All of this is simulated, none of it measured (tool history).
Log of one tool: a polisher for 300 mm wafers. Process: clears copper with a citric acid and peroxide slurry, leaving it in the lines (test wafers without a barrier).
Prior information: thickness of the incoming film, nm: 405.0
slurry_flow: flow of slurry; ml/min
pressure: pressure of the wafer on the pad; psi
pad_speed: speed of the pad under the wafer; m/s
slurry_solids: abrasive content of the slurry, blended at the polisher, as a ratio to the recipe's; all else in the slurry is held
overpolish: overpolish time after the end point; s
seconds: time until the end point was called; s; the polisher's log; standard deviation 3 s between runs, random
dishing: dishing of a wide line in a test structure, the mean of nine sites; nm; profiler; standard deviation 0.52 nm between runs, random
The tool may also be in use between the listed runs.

run	hour	slurry_flow	pressure	pad_speed	slurry_solids	overpolish	seconds	dishing
1	0.0	125	2.8	1.30	1.0	23	179.75	39.927
2	4.5	110	2.8	1.30	1.0	23	184.79	38.842
3	10.5	110	2.7	1.30	1.0	22	194.28	34.711
4	13.1	105	2.7	1.30	1.0	22	190.81	35.022
5	17.7	105	2.7	1.44	1.0	22	169.71	38.235
6	18.5	105	2.7	1.44	1.0	30	176.77	50.403

For run 7, what comes out?
7	23.5	105	2.6	1.44	1.0	28	?	?

{"run 7": {"seconds": 174.95, "dishing": 46.115}}
